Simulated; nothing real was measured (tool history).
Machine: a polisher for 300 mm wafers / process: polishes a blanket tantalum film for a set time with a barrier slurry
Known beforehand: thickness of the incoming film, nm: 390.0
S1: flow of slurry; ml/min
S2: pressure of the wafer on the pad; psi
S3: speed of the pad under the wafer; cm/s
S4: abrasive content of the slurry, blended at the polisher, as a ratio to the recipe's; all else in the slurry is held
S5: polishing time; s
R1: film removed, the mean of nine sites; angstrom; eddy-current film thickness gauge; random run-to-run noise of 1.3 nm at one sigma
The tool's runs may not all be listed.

run,day,S1,S2,S3,S4,S5,R1
1,0,275,2.1,116,1,88,1563.7
2,0.075,275,2.1,116,1,88,1577.8
3,0.433,325,2.1,116,1,88,1552.2
4,0.558,370,2.1,116,1,88,1581.1
5,0.725,370,2,116,1,88,1498.4
6,0.854,370,2,116,0.85,88,1416.2
7,1.067,370,1.9,116,0.85,88,1358.9
8,1.4,370,1.8,116,0.85,88,1340.7
9,1.438,370,1.7,114,0.85,88,1250.9

Run 10 has not been measured yet. What should we expect?
10,1.671,370,1.6,114,0.85,88,?

R1: 1164.3 angstrom

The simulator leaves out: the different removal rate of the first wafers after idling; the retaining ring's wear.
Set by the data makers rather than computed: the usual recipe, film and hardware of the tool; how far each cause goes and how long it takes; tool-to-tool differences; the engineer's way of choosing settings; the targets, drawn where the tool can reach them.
